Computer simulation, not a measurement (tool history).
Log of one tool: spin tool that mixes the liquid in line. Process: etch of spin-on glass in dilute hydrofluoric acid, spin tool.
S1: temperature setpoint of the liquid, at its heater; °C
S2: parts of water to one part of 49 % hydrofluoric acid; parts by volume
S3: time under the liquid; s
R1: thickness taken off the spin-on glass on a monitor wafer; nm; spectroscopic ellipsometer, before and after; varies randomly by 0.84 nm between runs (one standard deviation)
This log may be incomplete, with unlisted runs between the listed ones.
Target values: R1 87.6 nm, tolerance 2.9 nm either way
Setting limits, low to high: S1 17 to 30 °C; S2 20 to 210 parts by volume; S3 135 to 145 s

run	day	S1	S2	S3	R1
1	0	22	115	135	60.275
2	0.279	22	140	135	48.364
3	0.596	23.5	130	135	54.768
4	0.717	23.5	165	135	41.742
5	0.783	23.5	165	145	45.561
6	0.992	23.5	165	135	42.439
7	1.071	25	150	135	49.709
8	1.117	26	140	135	56.215
9	1.467	27	130	135	63.931
10	1.508	27.5	125	135	68.129
11	1.788	28	120	135	72.831
12	2.162	28.5	115	135	77.343
13	2.408	29	115	135	79.831

Consider the 4 candidate settings below. Which is the only one whose results all fall within their allowed miss of target?
A	2.654	29	100	140	?
B	2.654	29	115	140	?
C	2.654	27.5	105	135	?
D	2.654	27.5	100	135	?

move	R1
A	96.057
B	81.835
C	82.763
D	87.48
A: pushes the last run's worst result past its target
B: closer than the last run, but not yet in spec
C: closer than the last run, but not yet in spec
D: every result lands within tolerance
The move that meets every target is D.
